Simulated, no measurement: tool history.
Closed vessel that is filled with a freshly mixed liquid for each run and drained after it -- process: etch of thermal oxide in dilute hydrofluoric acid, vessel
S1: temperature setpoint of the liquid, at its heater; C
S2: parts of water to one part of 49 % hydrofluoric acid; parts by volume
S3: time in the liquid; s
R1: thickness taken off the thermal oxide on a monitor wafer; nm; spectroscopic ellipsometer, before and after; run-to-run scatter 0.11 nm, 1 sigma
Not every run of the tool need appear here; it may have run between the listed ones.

Run 1, hour 0.0: S1 23.0 C, S2 290 parts by volume, S3 1910 s. Result: R1 27.490 nm.
Run 2, hour 5.6: S1 23.0 C, S2 200 parts by volume, S3 1910 s. Result: R1 43.662 nm.
Run 3, hour 12.0: S1 23.0 C, S2 150 parts by volume, S3 1910 s. Result: R1 61.543 nm.
Run 4, hour 13.4: S1 23.0 C, S2 150 parts by volume, S3 1910 s. Result: R1 61.949 nm.
Run 5, hour 21.2: S1 22.0 C, S2 185 parts by volume, S3 1910 s. Result: R1 46.555 nm.
Run 6, hour 23.9: S1 22.0 C, S2 110 parts by volume, S3 1910 s. Result: R1 85.157 nm.
Run 7, hour 28.0: S1 22.0 C, S2 150 parts by volume, S3 1910 s. Result: R1 59.701 nm.
Run 8, hour 31.7: S1 21.0 C, S2 180 parts by volume, S3 1910 s. Result: R1 46.372 nm.
At hour 41.0: thermometer replaced.
Run 9, hour 41.0: S1 20.5 C, S2 200 parts by volume, S3 1910 s. Result: R1 36.518 nm.

Run 10 has not been measured yet. What should we expect?
Run 10, hour 48.9: S1 20.0 C, S2 210 parts by volume, S3 1910 s. Result: R1 ?.

R1: 33.668 nm
